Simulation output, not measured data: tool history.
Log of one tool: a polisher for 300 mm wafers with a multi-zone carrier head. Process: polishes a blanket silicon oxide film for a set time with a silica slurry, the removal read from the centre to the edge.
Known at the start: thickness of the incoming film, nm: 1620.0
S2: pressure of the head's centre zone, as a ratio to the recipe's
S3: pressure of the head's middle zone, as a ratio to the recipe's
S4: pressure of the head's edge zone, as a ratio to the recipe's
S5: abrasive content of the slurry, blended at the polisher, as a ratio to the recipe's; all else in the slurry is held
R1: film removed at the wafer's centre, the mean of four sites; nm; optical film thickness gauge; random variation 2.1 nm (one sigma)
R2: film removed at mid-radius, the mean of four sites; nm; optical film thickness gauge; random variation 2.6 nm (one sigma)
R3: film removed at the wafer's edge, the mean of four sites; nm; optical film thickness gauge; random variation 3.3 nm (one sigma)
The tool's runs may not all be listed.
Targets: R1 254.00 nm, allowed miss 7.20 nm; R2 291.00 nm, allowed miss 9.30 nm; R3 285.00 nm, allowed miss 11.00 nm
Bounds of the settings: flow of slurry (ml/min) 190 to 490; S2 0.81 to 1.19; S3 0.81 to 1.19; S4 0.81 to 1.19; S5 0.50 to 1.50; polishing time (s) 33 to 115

run 1 hour=0.0 | flow_of_slurry_(ml/min)=315 S2=1.00 S3=1.00 S4=1.00 S5=1.00 polishing_time_(s)=73 | R1=336.99 R2=350.92 R3=329.59
run 2 hour=2.1 | flow_of_slurry_(ml/min)=315 S2=0.92 S3=1.00 S4=1.00 S5=1.00 polishing_time_(s)=73 | R1=315.92 R2=350.90 R3=320.83
run 3 hour=6.8 | flow_of_slurry_(ml/min)=305 S2=0.90 S3=0.99 S4=1.01 S5=0.95 polishing_time_(s)=73 | R1=302.03 R2=339.19 R3=311.90
run 4 hour=11.1 | flow_of_slurry_(ml/min)=305 S2=0.90 S3=0.99 S4=1.01 S5=0.95 polishing_time_(s)=82 | R1=339.24 R2=383.55 R3=354.87
run 5 hour=18.3 | flow_of_slurry_(ml/min)=300 S2=0.88 S3=0.98 S4=1.01 S5=0.90 polishing_time_(s)=82 | R1=323.51 R2=375.02 R3=344.37
-- hour=20.4 edge zone pressure recalibrated
run 6 hour=20.4 | flow_of_slurry_(ml/min)=300 S2=0.88 S3=0.98 S4=1.01 S5=1.00 polishing_time_(s)=82 | R1=338.40 R2=386.49 R3=377.33
run 7 hour=26.5 | flow_of_slurry_(ml/min)=290 S2=0.87 S3=0.96 S4=1.02 S5=0.95 polishing_time_(s)=82 | R1=323.93 R2=370.75 R3=365.75
run 8 hour=35.4 | flow_of_slurry_(ml/min)=285 S2=0.86 S3=0.94 S4=1.01 S5=0.90 polishing_time_(s)=82 | R1=313.76 R2=361.47 R3=360.11
run 9 hour=42.0 | flow_of_slurry_(ml/min)=290 S2=0.86 S3=0.93 S4=1.01 S5=0.85 polishing_time_(s)=82 | R1=302.38 R2=341.98 R3=347.46
run 10 hour=47.5 | flow_of_slurry_(ml/min)=295 S2=0.86 S3=0.93 S4=1.00 S5=0.80 polishing_time_(s)=82 | R1=296.06 R2=335.85 R3=352.23
run 11 hour=49.2 | flow_of_slurry_(ml/min)=290 S2=0.87 S3=0.94 S4=1.00 S5=0.75 polishing_time_(s)=81 | R1=290.53 R2=323.04 R3=326.10
run 12 hour=55.3 | flow_of_slurry_(ml/min)=285 S2=0.86 S3=0.94 S4=1.00 S5=0.70 polishing_time_(s)=81 | R1=275.57 R2=314.88 R3=314.92
run 13 hour=63.0 | flow_of_slurry_(ml/min)=280 S2=0.86 S3=0.94 S4=1.00 S5=0.70 polishing_time_(s)=81 | R1=275.25 R2=310.63 R3=317.29
run 14 hour=72.1 | flow_of_slurry_(ml/min)=275 S2=0.86 S3=0.95 S4=0.99 S5=0.70 polishing_time_(s)=81 | R1=275.72 R2=317.15 R3=313.14
run 15 hour=73.5 | flow_of_slurry_(ml/min)=270 S2=0.86 S3=0.95 S4=0.99 S5=0.70 polishing_time_(s)=81 | R1=278.71 R2=315.72 R3=313.14
run 16 hour=79.6 | flow_of_slurry_(ml/min)=265 S2=0.86 S3=0.95 S4=0.99 S5=0.70 polishing_time_(s)=81 | R1=273.56 R2=313.99 R3=318.65
run 17 hour=85.8 | flow_of_slurry_(ml/min)=275 S2=0.82 S3=0.91 S4=0.89 S5=0.60 polishing_time_(s)=81 | R1=242.16 R2=289.04 R3=283.30

Which of these 5 next moves meets every target?
run A hour=92.0 | flow_of_slurry_(ml/min)=320 S2=0.83 S3=0.96 S4=0.84 S5=0.60 polishing_time_(s)=78 | R1=? R2=? R3=?
run B hour=92.0 | flow_of_slurry_(ml/min)=225 S2=0.81 S3=0.87 S4=0.82 S5=0.50 polishing_time_(s)=97 | R1=? R2=? R3=?
run C hour=92.0 | flow_of_slurry_(ml/min)=250 S2=0.82 S3=0.96 S4=0.84 S5=0.60 polishing_time_(s)=85 | R1=? R2=? R3=?
run D hour=92.0 | flow_of_slurry_(ml/min)=330 S2=0.81 S3=0.97 S4=0.85 S5=0.70 polishing_time_(s)=78 | R1=? R2=? R3=?
run E hour=92.0 | flow_of_slurry_(ml/min)=205 S2=0.85 S3=0.83 S4=0.88 S5=0.55 polishing_time_(s)=88 | R1=? R2=? R3=?

move=A R1=240.99 R2=288.12 R3=267.78
move=B R1=256.40 R2=290.86 R3=293.11
move=C R1=252.66 R2=306.61 R3=286.57
move=D R1=253.98 R2=313.85 R3=290.46
move=E R1=252.96 R2=263.30 R3=285.68
A: further off than the last run
B: meets every target
C: brings the result that was furthest off to its target, and leaves another outside
D: brings the result that was furthest off to its target, and leaves another outside
E: brings the result that was furthest off to its target, and leaves another outside
The right move is B.
